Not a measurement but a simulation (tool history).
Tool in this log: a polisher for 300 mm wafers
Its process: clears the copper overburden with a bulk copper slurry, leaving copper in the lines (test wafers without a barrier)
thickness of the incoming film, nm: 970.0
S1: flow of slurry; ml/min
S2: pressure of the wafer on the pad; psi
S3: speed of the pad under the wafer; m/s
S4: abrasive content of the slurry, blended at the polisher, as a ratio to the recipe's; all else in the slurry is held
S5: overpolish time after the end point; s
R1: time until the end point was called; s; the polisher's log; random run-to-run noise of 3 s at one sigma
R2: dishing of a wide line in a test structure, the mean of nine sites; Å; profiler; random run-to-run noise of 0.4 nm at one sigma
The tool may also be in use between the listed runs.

Run 1, hour 0.0: S1 305 ml/min, S2 1.8 psi, S3 1.04 m/s, S4 1.00, S5 21 s. Result: R1 144.76 s, R2 621.86 Å.
Run 2, hour 0.9: S1 305 ml/min, S2 1.8 psi, S3 1.24 m/s, S4 1.00, S5 21 s. Result: R1 127.61 s, R2 692.63 Å.
Run 3, hour 6.3: S1 250 ml/min, S2 1.8 psi, S3 1.24 m/s, S4 1.00, S5 21 s. Result: R1 131.38 s, R2 662.57 Å.
Run 4, hour 9.4: S1 250 ml/min, S2 1.6 psi, S3 1.14 m/s, S4 1.00, S5 18 s. Result: R1 154.23 s, R2 578.76 Å.
Run 5, hour 10.3: S1 190 ml/min, S2 1.6 psi, S3 1.14 m/s, S4 1.00, S5 18 s. Result: R1 158.74 s, R2 556.02 Å.
Run 6, hour 14.6: S1 190 ml/min, S2 1.6 psi, S3 1.22 m/s, S4 1.00, S5 18 s. Result: R1 150.23 s, R2 577.00 Å.
Run 7, hour 16.2: S1 190 ml/min, S2 1.4 psi, S3 1.10 m/s, S4 1.05, S5 16 s. Result: R1 188.04 s, R2 479.33 Å.
Run 8, hour 21.5: S1 190 ml/min, S2 1.3 psi, S3 1.06 m/s, S4 1.10, S5 14 s. Result: R1 206.93 s, R2 399.55 Å.
Run 9, hour 30.3: S1 190 ml/min, S2 1.2 psi, S3 1.02 m/s, S4 1.10, S5 14 s. Result: R1 225.72 s, R2 373.47 Å.

Expected results for the next run?
Run 10, hour 37.4: S1 190 ml/min, S2 1.1 psi, S3 1.00 m/s, S4 1.10, S5 14 s. Result: R1 ?, R2 ?.

{"run 10": {"R1": 247.41, "R2": 340.73}}
